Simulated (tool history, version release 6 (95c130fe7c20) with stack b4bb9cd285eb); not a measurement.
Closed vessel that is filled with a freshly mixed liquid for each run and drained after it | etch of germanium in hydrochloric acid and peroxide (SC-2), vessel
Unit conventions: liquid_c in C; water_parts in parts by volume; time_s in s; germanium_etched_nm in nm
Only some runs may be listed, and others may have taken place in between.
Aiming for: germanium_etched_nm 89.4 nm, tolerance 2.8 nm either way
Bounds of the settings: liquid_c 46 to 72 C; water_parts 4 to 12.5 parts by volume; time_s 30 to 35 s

{"run": 1, "day": 0.0, "liquid_c": 62, "water_parts": 7, "time_s": 35, "germanium_etched_nm": 97.972}
{"run": 2, "day": 0.238, "liquid_c": 62, "water_parts": 9.5, "time_s": 35, "germanium_etched_nm": 94.67}
{"run": 3, "day": 0.404, "liquid_c": 56, "water_parts": 9.5, "time_s": 35, "germanium_etched_nm": 80.323}
{"run": 4, "day": 0.692, "liquid_c": 56, "water_parts": 7, "time_s": 35, "germanium_etched_nm": 81.89}
{"run": 5, "day": 1.033, "liquid_c": 56, "water_parts": 7, "time_s": 30, "germanium_etched_nm": 69.606}
{"run": 6, "day": 1.192, "liquid_c": 56, "water_parts": 7, "time_s": 35, "germanium_etched_nm": 81.743}
{"run": 7, "day": 1.329, "liquid_c": 57, "water_parts": 7, "time_s": 35, "germanium_etched_nm": 84.854}
{"run": 8, "day": 1.475, "liquid_c": 57.5, "water_parts": 7, "time_s": 35, "germanium_etched_nm": 86.321}

Consider the 5 candidate settings below. Which is the only one whose results all fall within their allowed miss of target?
{"run": "A", "day": 1.621, "liquid_c": 56, "water_parts": 6.5, "time_s": 35, "germanium_etched_nm": "?"}
{"run": "B", "day": 1.621, "liquid_c": 56.5, "water_parts": 8, "time_s": 35, "germanium_etched_nm": "?"}
{"run": "C", "day": 1.621, "liquid_c": 61, "water_parts": 6, "time_s": 30, "germanium_etched_nm": "?"}
{"run": "D", "day": 1.621, "liquid_c": 58.5, "water_parts": 6.5, "time_s": 35, "germanium_etched_nm": "?"}
{"run": "E", "day": 1.621, "liquid_c": 57, "water_parts": 6.5, "time_s": 35, "germanium_etched_nm": "?"}

move=A germanium_etched_nm=82.859
move=B germanium_etched_nm=83.056
move=C germanium_etched_nm=83.054
move=D germanium_etched_nm=89.471
move=E germanium_etched_nm=85.456
A: its largest miss is bigger than the last run's
B: its largest miss is bigger than the last run's
C: its largest miss is bigger than the last run's
D: all results in spec
E: its largest miss is bigger than the last run's
The right move is D.
